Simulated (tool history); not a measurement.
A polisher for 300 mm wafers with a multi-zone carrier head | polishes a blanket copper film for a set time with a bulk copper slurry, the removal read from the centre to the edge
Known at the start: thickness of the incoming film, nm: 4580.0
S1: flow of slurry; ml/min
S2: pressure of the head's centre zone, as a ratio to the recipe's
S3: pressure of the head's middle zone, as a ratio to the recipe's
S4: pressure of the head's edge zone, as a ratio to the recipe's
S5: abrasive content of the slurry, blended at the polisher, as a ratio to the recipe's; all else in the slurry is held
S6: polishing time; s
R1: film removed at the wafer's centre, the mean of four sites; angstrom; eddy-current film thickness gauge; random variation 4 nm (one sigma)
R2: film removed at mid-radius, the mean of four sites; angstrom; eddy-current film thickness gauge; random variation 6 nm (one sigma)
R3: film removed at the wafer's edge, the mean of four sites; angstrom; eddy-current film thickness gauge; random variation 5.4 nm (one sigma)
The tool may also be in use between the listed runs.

run  hour   S1    S2    S3    S4    S5  S6      R1      R2      R3
  1     0  270     1     1     1     1  60  5407.5  5489.3  5668.7
  2   3.9  270     1     1     1     1  46  4243.4  4123.2  4372.8
  3     7  275  0.98  1.03  1.02  1.05  46  4254.6  4286.4  4436.5
  4  12.7  275  0.98  1.03  1.02  1.05  53  4813.3  4872.8  5129.6
  5  20.8  275  0.98  1.03  1.02  0.85  53  4561.7  4838.3    4964
  6  28.4  275  1.04  1.03  1.02  0.85  53  4920.2  4827.1  5010.2
  7  36.8  270  1.01  1.05  1.03  0.85  53  4730.9  4908.6  4923.4
  8    45  270  0.99  1.07  1.04  0.85  53  4616.4  4929.1  4996.8

Forecast run 9:
  9  49.1  270  0.97  1.09  1.04  0.85  53   ?   ?   ?

{"run 9": {"R1": 4637.3, "R2": 4997.9, "R3": 5087}}
